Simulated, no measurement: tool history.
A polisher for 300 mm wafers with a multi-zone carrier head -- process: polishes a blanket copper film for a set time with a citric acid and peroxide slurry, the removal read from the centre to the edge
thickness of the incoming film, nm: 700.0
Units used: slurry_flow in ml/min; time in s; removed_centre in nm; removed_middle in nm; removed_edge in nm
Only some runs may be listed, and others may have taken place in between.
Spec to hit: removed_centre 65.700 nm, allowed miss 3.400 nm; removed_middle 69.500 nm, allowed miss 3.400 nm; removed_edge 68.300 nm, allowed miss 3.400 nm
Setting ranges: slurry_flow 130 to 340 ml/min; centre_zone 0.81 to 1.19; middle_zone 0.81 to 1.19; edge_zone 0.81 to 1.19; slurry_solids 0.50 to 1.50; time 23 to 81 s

run  hour  slurry_flow  centre_zone  middle_zone  edge_zone  slurry_solids  time  removed_centre  removed_middle  removed_edge
  1   0.0          220         1.00         1.00       1.00           1.00    52         107.840         103.880        99.701
  2   8.9          220         1.08         1.00       1.00           1.00    52         112.620         103.800        99.048
  3  12.5          210         1.02         1.00       1.01           0.85    47          92.564          88.915        88.728
  4  17.5          210         1.10         1.00       1.01           0.85    47         100.190          88.655        90.020
  5  18.4          210         1.04         1.01       0.98           0.75    44          87.032          85.440        80.179
  6  24.8          205         1.00         0.98       0.97           0.65    43          77.939          76.116        73.814
  7  30.3          200         0.96         0.97       0.97           0.60    43          72.365          73.987        72.343
  8  34.2          195         0.94         0.96       0.96           0.60    43          72.375          73.616        72.642

Consider the 4 candidate settings below. Which is the only one whose results all fall within their allowed miss of target?
  A  38.1          220         0.88         1.03       0.91           0.50    44               ?               ?             ?
  B  38.1          195         0.84         1.08       1.05           0.55    41               ?               ?             ?
  C  38.1          230         0.92         0.97       0.97           0.55    41               ?               ?             ?
  D  38.1          210         0.85         1.16       0.87           0.50    39               ?               ?             ?

move  removed_centre  removed_middle  removed_edge
   A          67.162          75.774        69.314
   B          60.551          74.609        70.105
   C          67.379          69.074        68.399
   D          57.280          74.071        59.968
A: brings the result that was furthest off to its target, and leaves another outside
B: the result that was furthest off in the last run now lies on the other side of its target
C: meets every target
D: the result that was furthest off in the last run now lies on the other side of its target
So the answer is move C, the one that meets all the targets.
